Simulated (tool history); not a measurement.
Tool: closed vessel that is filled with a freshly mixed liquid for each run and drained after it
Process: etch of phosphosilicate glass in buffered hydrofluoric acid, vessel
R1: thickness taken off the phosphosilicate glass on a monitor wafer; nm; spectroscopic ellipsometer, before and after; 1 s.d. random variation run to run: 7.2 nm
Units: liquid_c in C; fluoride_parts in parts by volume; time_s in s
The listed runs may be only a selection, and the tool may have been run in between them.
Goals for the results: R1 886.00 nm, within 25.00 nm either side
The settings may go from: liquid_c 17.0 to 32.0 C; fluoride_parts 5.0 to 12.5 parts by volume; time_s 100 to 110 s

Run 1, hour 0.0: liquid_c 25.0 C, fluoride_parts 7.5 parts by volume, time_s 100 s. Result: R1 632.54 nm.
Run 2, hour 1.4: liquid_c 23.5 C, fluoride_parts 7.5 parts by volume, time_s 100 s. Result: R1 589.98 nm.
Run 3, hour 10.4: liquid_c 26.5 C, fluoride_parts 7.5 parts by volume, time_s 100 s. Result: R1 678.10 nm.
Run 4, hour 13.6: liquid_c 27.5 C, fluoride_parts 7.5 parts by volume, time_s 100 s. Result: R1 715.12 nm.
Run 5, hour 14.4: liquid_c 28.5 C, fluoride_parts 7.5 parts by volume, time_s 100 s. Result: R1 758.47 nm.
Run 6, hour 20.2: liquid_c 28.5 C, fluoride_parts 7.5 parts by volume, time_s 100 s. Result: R1 766.14 nm.
Run 7, hour 23.2: liquid_c 29.0 C, fluoride_parts 7.5 parts by volume, time_s 100 s. Result: R1 780.96 nm.
Run 8, hour 32.1: liquid_c 29.5 C, fluoride_parts 7.5 parts by volume, time_s 100 s. Result: R1 801.94 nm.
Run 9, hour 39.9: liquid_c 30.0 C, fluoride_parts 7.5 parts by volume, time_s 100 s. Result: R1 837.69 nm.
Run 10, hour 45.8: liquid_c 30.5 C, fluoride_parts 7.5 parts by volume, time_s 100 s. Result: R1 841.61 nm.

4 next moves are on the table. One of them brings every result within its allowed miss. Which?
Run A, hour 51.7: liquid_c 31.5 C, fluoride_parts 7.5 parts by volume, time_s 105 s. Result: R1 ?.
Run B, hour 51.7: liquid_c 30.0 C, fluoride_parts 7.0 parts by volume, time_s 105 s. Result: R1 ?.
Run C, hour 51.7: liquid_c 31.5 C, fluoride_parts 7.0 parts by volume, time_s 100 s. Result: R1 ?.
Run D, hour 51.7: liquid_c 28.0 C, fluoride_parts 7.0 parts by volume, time_s 110 s. Result: R1 ?.

move      R1
   A  925.00
   B  921.47
   C  948.92
   D  868.80
A: carries the result that was furthest off beyond its target, to the other side
B: carries the result that was furthest off beyond its target, to the other side
C: carries the result that was furthest off beyond its target, to the other side
D: meets every target
D is the move that brings every result within its allowed miss.
